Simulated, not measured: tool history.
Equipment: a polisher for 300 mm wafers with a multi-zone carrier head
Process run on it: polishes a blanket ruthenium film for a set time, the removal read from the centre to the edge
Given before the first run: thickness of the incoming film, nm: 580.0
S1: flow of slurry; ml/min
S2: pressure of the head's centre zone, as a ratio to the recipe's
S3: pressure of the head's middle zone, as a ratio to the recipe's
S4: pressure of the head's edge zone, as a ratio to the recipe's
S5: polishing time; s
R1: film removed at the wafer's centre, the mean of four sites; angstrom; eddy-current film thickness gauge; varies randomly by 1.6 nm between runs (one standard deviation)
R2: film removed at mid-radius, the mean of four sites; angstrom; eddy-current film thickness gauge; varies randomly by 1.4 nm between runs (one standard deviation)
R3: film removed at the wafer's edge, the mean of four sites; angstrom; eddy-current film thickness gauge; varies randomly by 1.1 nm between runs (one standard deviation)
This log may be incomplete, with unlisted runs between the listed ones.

run  hour   S1    S2    S3    S4  S5       R1       R2       R3
  1   0.0  245  1.00  1.00  1.00  63   910.91   846.49   861.42
  2   1.5  245  1.00  1.00  1.00  75  1067.40  1023.80  1015.60
  3   6.3  270  1.00  1.00  1.00  75  1067.70  1019.60  1028.20
  4  10.0  270  1.00  1.00  1.05  75  1040.20  1028.70  1060.20
  5  18.8  270  1.00  1.00  1.12  75  1045.40  1038.90  1104.50
  6  25.1  270  1.01  1.01  1.11  75  1070.20  1040.90  1101.00
  7  27.1  270  1.02  1.02  1.10  75  1079.40  1066.40  1070.20

What will run 8 give?
  8  35.7  270  1.03  1.02  1.10  75   ?   ?   ?

Run 8 yielded R1 1092.50 angstrom, R2 1060.20 angstrom, R3 1103.10 angstrom.
